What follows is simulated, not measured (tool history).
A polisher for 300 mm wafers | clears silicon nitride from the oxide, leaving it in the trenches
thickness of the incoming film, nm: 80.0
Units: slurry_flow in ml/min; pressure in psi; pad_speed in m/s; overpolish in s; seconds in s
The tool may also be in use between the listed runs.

| run | hour | slurry_flow | pressure | pad_speed | overpolish | seconds |
|---|---|---|---|---|---|---|
| 1 | 0 | 165 | 3.1 | 1.12 | 10 | 55.85 |
| 2 | 2 | 165 | 3.1 | 1.12 | 8 | 58.264 |
| 3 | 11 | 135 | 3.1 | 1.12 | 8 | 57.965 |
| 4 | 19 | 135 | 2.9 | 1.12 | 8 | 64.498 |
| 5 | 26.2 | 135 | 2.8 | 1.12 | 8 | 66.579 |
| 6 | 29.4 | 135 | 2.7 | 1.12 | 8 | 67.927 |
| 7 | 32.9 | 135 | 2.6 | 1.12 | 8 | 70.629 |

Forecast run 8:
| 8 | 36.5 | 135 | 2.6 | 1.12 | 8 | ? |

Run 8 gave seconds 69.525 s.

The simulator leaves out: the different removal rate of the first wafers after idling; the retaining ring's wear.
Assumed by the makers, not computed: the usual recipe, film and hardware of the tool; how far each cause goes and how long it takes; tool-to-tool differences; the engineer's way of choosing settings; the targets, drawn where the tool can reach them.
